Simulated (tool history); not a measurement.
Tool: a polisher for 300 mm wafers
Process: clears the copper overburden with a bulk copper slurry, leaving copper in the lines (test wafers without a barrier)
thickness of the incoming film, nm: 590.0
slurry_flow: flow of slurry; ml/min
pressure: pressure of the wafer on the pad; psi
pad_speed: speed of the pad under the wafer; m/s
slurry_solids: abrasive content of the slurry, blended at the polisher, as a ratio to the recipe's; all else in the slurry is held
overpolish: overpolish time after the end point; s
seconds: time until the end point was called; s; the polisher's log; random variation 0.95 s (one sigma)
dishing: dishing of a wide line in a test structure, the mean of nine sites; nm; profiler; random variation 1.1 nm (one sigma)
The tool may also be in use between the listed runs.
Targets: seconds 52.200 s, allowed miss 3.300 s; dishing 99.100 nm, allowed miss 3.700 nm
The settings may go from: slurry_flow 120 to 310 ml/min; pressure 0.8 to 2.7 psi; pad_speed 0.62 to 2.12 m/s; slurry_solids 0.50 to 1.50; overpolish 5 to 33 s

Run 1, hour 0.0: slurry_flow 200 ml/min, pressure 1.7 psi, pad_speed 1.36 m/s, slurry_solids 1.00, overpolish 17 s. Result: seconds 72.256 s, dishing 77.333 nm.
Run 2, hour 6.8: slurry_flow 200 ml/min, pressure 1.8 psi, pad_speed 1.36 m/s, slurry_solids 1.00, overpolish 17 s. Result: seconds 68.243 s, dishing 82.426 nm.
Run 3, hour 13.2: slurry_flow 200 ml/min, pressure 1.8 psi, pad_speed 1.36 m/s, slurry_solids 0.80, overpolish 17 s. Result: seconds 71.930 s, dishing 79.868 nm.
Run 4, hour 21.9: slurry_flow 200 ml/min, pressure 1.8 psi, pad_speed 1.04 m/s, slurry_solids 0.80, overpolish 17 s. Result: seconds 91.341 s, dishing 65.732 nm.
Run 5, hour 28.9: slurry_flow 200 ml/min, pressure 2.0 psi, pad_speed 1.04 m/s, slurry_solids 0.80, overpolish 17 s. Result: seconds 85.837 s, dishing 71.640 nm.
Run 6, hour 31.9: slurry_flow 205 ml/min, pressure 2.1 psi, pad_speed 1.08 m/s, slurry_solids 0.80, overpolish 16 s. Result: seconds 77.889 s, dishing 72.712 nm.
Run 7, hour 34.5: slurry_flow 205 ml/min, pressure 2.2 psi, pad_speed 1.10 m/s, slurry_solids 0.80, overpolish 16 s. Result: seconds 73.748 s, dishing 76.560 nm.
Run 8, hour 41.1: slurry_flow 205 ml/min, pressure 2.3 psi, pad_speed 1.12 m/s, slurry_solids 0.80, overpolish 16 s. Result: seconds 70.977 s, dishing 80.422 nm.
Run 9, hour 48.5: slurry_flow 205 ml/min, pressure 2.4 psi, pad_speed 1.16 m/s, slurry_solids 0.80, overpolish 16 s. Result: seconds 65.481 s, dishing 86.292 nm.
Run 10, hour 51.1: slurry_flow 205 ml/min, pressure 2.5 psi, pad_speed 1.18 m/s, slurry_solids 0.80, overpolish 16 s. Result: seconds 59.075 s, dishing 88.064 nm.
Run 11, hour 55.3: slurry_flow 205 ml/min, pressure 2.7 psi, pad_speed 1.20 m/s, slurry_solids 0.80, overpolish 18 s. Result: seconds 55.078 s, dishing 100.810 nm.

Which of these 4 next moves meets every target?
Run A, hour 59.5: slurry_flow 120 ml/min, pressure 2.6 psi, pad_speed 1.66 m/s, slurry_solids 0.55, overpolish 16 s. Result: seconds ?, dishing ?.
Run B, hour 59.5: slurry_flow 210 ml/min, pressure 2.7 psi, pad_speed 1.10 m/s, slurry_solids 0.85, overpolish 20 s. Result: seconds ?, dishing ?.
Run C, hour 59.5: slurry_flow 195 ml/min, pressure 2.3 psi, pad_speed 1.34 m/s, slurry_solids 0.75, overpolish 21 s. Result: seconds ?, dishing ?.
Run D, hour 59.5: slurry_flow 275 ml/min, pressure 2.7 psi, pad_speed 1.10 m/s, slurry_solids 1.25, overpolish 14 s. Result: seconds ?, dishing ?.

move  seconds  dishing
   A   52.729   95.737
   B   59.846  101.620
   C   60.575  100.740
   D   52.206   89.455
A: meets every target
B: further off than the last run
C: further off than the last run
D: brings the result that was furthest off to its target, and leaves another outside
Answer: A
